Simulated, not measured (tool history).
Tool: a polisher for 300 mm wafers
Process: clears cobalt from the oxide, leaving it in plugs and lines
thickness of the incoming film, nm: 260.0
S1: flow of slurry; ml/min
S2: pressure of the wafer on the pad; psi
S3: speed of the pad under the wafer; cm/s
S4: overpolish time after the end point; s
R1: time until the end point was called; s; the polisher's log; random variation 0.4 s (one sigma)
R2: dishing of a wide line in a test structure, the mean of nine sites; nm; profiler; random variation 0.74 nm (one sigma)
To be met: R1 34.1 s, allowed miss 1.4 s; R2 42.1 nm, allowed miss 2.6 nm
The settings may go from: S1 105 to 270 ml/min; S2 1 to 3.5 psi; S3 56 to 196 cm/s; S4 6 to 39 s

run  hour   S1   S2   S3  S4      R1      R2
  1     0  175  2.2  126  20  31.817   80.14
  2   1.4  205  2.2  126  20  30.597  81.236
  3   7.9  205  2.2  126  15    30.2  73.314
  4   8.4  205  2.2  126  23  30.342  86.007
  5  14.2  220  2.1  126  19   31.13   80.21
  6  16.4  190  2.4  112  16  31.342  73.293
  7  25.2  170  2.6   98  14  34.482  67.249
  8  28.3  155  2.8   90  12  35.081  59.245
  9  29.5  145    3   84  11  35.289  57.652
 10  37.6  135  3.1   80  10   36.11  51.823
 11  40.1  130  3.2   80   9  35.713  47.469
 12  47.9  130  3.3   80   8  34.644  45.155

Which of these 4 next moves meets every target?
  A  55.7  120    3  90   7   ?   ?
  B  55.7  110  2.7  96   9   ?   ?
  C  55.7  155    3  82  10   ?   ?
  D  55.7  155  2.9  80   9   ?   ?

move      R1      R2
   A  33.943  41.582
   B  35.745  48.031
   C  34.962  52.386
   D  36.702  47.167
A: meets every target
B: further off than the last run
C: further off than the last run
D: further off than the last run
Answer: A
